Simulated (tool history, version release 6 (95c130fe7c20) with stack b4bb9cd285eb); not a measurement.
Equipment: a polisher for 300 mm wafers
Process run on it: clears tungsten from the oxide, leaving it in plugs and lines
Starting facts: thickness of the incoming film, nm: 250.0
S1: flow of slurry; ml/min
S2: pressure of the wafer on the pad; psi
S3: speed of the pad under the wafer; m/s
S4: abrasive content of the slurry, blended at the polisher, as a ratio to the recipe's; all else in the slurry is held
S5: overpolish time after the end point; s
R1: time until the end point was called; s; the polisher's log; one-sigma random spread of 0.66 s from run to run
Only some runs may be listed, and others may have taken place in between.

run    day   S1   S2    S3   S4  S5      R1
  1  0.000  260  4.7  1.34  1.0  31  35.762
  2  0.183  260  4.7  1.34  1.2  31  34.785
  3  0.221  215  4.7  1.34  1.2  31  35.666
  4  0.475  215  4.2  1.32  1.2  31  40.996
  5  0.833  215  4.0  1.32  1.2  31  41.677
  6  1.162  255  4.0  1.32  1.2  31  41.606
  7  1.233  255  3.8  1.32  1.2  31  43.891

What does the tool deliver on the next run?
  8  1.375  255  3.6  1.32  1.2  31   ?

For run 8 the tool returned R1 45.866 s.
